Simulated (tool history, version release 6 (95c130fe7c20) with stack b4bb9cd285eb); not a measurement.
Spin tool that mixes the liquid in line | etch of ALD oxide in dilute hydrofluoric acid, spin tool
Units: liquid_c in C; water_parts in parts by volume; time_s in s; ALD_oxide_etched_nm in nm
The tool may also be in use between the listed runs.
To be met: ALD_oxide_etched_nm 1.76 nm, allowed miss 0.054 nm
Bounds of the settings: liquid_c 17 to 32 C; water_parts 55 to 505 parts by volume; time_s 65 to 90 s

run    day  liquid_c  water_parts  time_s  ALD_oxide_etched_nm
  1      0        24          280      90               2.7213
  2  0.096      22.5          290      90               2.4888
  3    0.4        21          290      90               2.3418
  4  0.625        23          290      90               2.5493
  5  0.729        23          290      90               2.4791
  6  0.896        23          290      90               2.5074
  7  1.042      21.5          300      90               2.2919
  8  1.388      20.5          310      90               2.0921
  9  1.679      19.5          315      90               2.0091
 10  1.867      19.5          315      90               1.9749
 11  2.017      19.5          315      90               2.0103
 12  2.054        19          320      90                1.894
 13  2.292      18.5          320      90               1.9054
 14  2.392        18          320      90               1.8984
 15  2.633        18          325      90               1.8322

4 next moves are on the table. One of them brings every result within its allowed miss. Which?
  A  2.875      21.5          335      85                    ?
  B  2.875      19.5          350      90                    ?
  C  2.875        17          310      90                    ?
  D  2.875        17          265      75                    ?

move  ALD_oxide_etched_nm
   A               1.9203
   B               1.7893
   C               1.9058
   D               1.9297
A: further off than the last run
B: meets every target
C: further off than the last run
D: further off than the last run
The right move is B.
